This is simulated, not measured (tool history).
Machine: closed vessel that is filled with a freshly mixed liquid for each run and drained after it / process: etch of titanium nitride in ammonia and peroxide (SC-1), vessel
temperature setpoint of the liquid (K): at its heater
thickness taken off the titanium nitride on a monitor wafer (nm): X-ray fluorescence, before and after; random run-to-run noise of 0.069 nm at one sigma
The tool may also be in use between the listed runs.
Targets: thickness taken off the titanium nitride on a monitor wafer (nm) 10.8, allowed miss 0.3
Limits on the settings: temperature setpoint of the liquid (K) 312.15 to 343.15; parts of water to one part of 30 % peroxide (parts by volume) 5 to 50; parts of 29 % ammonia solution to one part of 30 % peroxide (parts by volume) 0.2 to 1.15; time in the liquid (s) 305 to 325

run	hour	temperature setpoint of the liquid (K)	parts of water to one part of 30 % peroxide (parts by volume)	parts of 29 % ammonia solution to one part of 30 % peroxide (parts by volume)	time in the liquid (s)	thickness taken off the titanium nitride on a monitor wafer (nm)
1	0	328.15	27.5	0.65	305	15.959
2	0.9	326.65	27.5	0.65	305	14.596
3	2.2	326.65	34.5	0.65	305	12.768
4	8.7	326.65	34.5	0.65	325	13.56
5	12.8	333.65	34.5	0.65	325	21.993
6	17.1	333.65	34.5	0.65	325	21.729
7	22.8	331.15	34.5	0.65	325	18.515
8	24.8	329.15	34.5	0.65	325	15.972
9	33.4	327.65	34.5	0.65	325	14.48
10	34.4	326.65	34.5	0.65	325	13.617
11	37.2	322.65	34.5	0.65	325	10.336

Pick the move, out of 4, that brings all results within their allowed miss; only one does.
A	40	324.65	38	0.8	325	?
B	40	323.65	34	0.6	320	?
C	40	323.15	28.5	0.8	305	?
D	40	323.15	36.5	0.65	305	?

move	thickness taken off the titanium nitride on a monitor wafer (nm)
A	11.618
B	10.772
C	11.577
D	9.6664
A: the result that was furthest off in the last run now lies on the other side of its target
B: all results land within tolerance of their targets
C: the result that was furthest off in the last run now lies on the other side of its target
D: the biggest miss grows against the last run
B is the move that brings every result within its allowed miss.
